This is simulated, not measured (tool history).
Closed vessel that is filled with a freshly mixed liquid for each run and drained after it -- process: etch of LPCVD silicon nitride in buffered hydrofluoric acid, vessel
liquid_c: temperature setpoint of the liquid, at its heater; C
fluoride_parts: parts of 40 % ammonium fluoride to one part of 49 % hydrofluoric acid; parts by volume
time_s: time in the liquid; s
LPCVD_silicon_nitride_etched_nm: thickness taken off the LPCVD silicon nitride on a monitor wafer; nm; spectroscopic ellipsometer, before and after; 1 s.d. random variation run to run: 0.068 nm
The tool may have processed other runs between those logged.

run  hour  liquid_c  fluoride_parts  time_s  LPCVD_silicon_nitride_etched_nm
  1     0        24              19     850                           5.4221
  2   6.6      20.5              19     850                           4.4801
  3  11.4      21.5              19     850                            4.716
  4  14.1      21.5              19     640                           3.5002
  5  18.6        19              19     640                           3.0426
  6  21.8        19              22     640                           2.7388
  7  30.7        23              16     675                           4.8099
  8  34.7      23.5              16     675                           4.8999
     44.2  -- thermometer replaced
  9  44.2        24              16     675                           5.7245

The next listed run, before its measurement:
 10  46.2        27              16     675                                ?

Run 10 came out at LPCVD_silicon_nitride_etched_nm 6.8673 nm.

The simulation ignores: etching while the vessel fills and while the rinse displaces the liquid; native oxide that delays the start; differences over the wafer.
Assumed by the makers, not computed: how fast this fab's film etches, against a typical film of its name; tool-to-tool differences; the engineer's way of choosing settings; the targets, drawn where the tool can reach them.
